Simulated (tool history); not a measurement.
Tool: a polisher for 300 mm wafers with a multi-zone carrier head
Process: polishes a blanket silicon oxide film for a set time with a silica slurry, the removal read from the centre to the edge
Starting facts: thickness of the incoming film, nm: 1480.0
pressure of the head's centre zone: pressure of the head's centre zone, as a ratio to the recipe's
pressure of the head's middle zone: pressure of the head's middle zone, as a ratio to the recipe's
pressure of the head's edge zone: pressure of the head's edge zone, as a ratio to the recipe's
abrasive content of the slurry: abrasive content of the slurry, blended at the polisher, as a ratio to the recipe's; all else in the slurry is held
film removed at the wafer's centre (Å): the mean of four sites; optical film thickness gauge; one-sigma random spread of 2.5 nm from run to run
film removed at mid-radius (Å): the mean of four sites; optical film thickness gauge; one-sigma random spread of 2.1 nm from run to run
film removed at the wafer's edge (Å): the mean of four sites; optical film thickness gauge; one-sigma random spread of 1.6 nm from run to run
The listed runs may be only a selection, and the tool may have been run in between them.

run  hour  flow of slurry (ml/min)  pressure of the head's centre zone  pressure of the head's middle zone  pressure of the head's edge zone  abrasive content of the slurry  polishing time (s)  film removed at the wafer's centre (Å)  film removed at mid-radius (Å)  film removed at the wafer's edge (Å)
  1   0.0                      280                                1.00                                1.00                              1.00                            1.00                  38                                  1424.1                          1438.6                                1350.3
  2   5.5                      280                                1.00                                1.00                              1.00                            0.80                  38                                  1268.0                          1283.3                                1218.7
  3  11.4                      280                                0.94                                1.00                              1.00                            0.80                  38                                  1225.7                          1296.1                                1219.8
  4  17.8                      280                                0.94                                1.00                              1.00                            0.60                  38                                  1065.4                          1134.4                                1035.3
  5  18.5                      290                                1.01                                1.02                              1.02                            0.80                  38                                  1291.3                          1307.1                                1243.2
  6  24.2                      305                                1.07                                1.05                              1.03                            0.90                  38                                  1417.0                          1453.5                                1284.0
  7  26.6                      290                                1.13                                0.95                              1.12                            1.15                  40                                  1763.3                          1527.0                                1600.3
  8  27.5                      295                                1.14                                0.98                              1.13                            1.15                  40                                  1802.3                          1592.3                                1626.1

Predict the results of run 9:
     29.1  -- edge zone pressure recalibrated
  9  29.1                      300                                1.14                                1.00                              1.13                            1.15                  40                                       ?                               ?                                     ?

film removed at the wafer's centre (Å): 1788.1
film removed at mid-radius (Å): 1664.0
film removed at the wafer's edge (Å): 1686.5
